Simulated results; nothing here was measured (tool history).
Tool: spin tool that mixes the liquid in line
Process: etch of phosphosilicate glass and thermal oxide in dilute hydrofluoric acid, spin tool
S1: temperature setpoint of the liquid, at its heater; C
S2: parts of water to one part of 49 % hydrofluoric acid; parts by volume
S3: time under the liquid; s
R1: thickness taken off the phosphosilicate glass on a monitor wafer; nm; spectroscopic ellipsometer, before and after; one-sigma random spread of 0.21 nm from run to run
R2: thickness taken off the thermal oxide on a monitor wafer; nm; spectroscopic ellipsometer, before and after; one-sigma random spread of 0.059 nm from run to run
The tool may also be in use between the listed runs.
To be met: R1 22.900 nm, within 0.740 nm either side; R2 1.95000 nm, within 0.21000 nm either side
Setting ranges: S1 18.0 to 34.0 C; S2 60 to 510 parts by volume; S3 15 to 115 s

{"run": 1, "hour": 0.0, "S1": 26.0, "S2": 285, "S3": 60, "R1": 10.579, "R2": 0.91542}
{"run": 2, "hour": 3.0, "S1": 29.0, "S2": 285, "S3": 60, "R1": 11.588, "R2": 0.94173}
{"run": 3, "hour": 5.7, "S1": 26.0, "S2": 285, "S3": 60, "R1": 10.232, "R2": 0.89762}
{"run": 4, "hour": 11.9, "S1": 26.5, "S2": 260, "S3": 60, "R1": 12.035, "R2": 1.0396}
{"run": 5, "hour": 16.1, "S1": 26.5, "S2": 260, "S3": 80, "R1": 16.162, "R2": 1.408}
{"run": 6, "hour": 17.5, "S1": 27.0, "S2": 250, "S3": 80, "R1": 16.993, "R2": 1.4752}
{"run": 7, "hour": 25.9, "S1": 27.5, "S2": 245, "S3": 80, "R1": 17.714, "R2": 1.4931}
{"run": 8, "hour": 28.3, "S1": 31.5, "S2": 215, "S3": 80, "R1": 24.504, "R2": 2.0029}

Pick the move, out of 4, that brings all results within their allowed miss; only one does.
{"run": "A", "hour": 30.7, "S1": 32.0, "S2": 220, "S3": 85, "R1": "?", "R2": "?"}
{"run": "B", "hour": 30.7, "S1": 30.0, "S2": 210, "S3": 90, "R1": "?", "R2": "?"}
{"run": "C", "hour": 30.7, "S1": 34.0, "S2": 245, "S3": 90, "R1": "?", "R2": "?"}
{"run": "D", "hour": 30.7, "S1": 31.5, "S2": 200, "S3": 70, "R1": "?", "R2": "?"}

move=A R1=25.315 R2=2.17180
move=B R1=26.571 R2=2.27950
move=C R1=24.895 R2=2.13570
move=D R1=23.125 R2=1.98380
A: further off than the last run
B: further off than the last run
C: further off than the last run
D: hits every target within its allowed miss
D is the move that brings every result within its allowed miss.
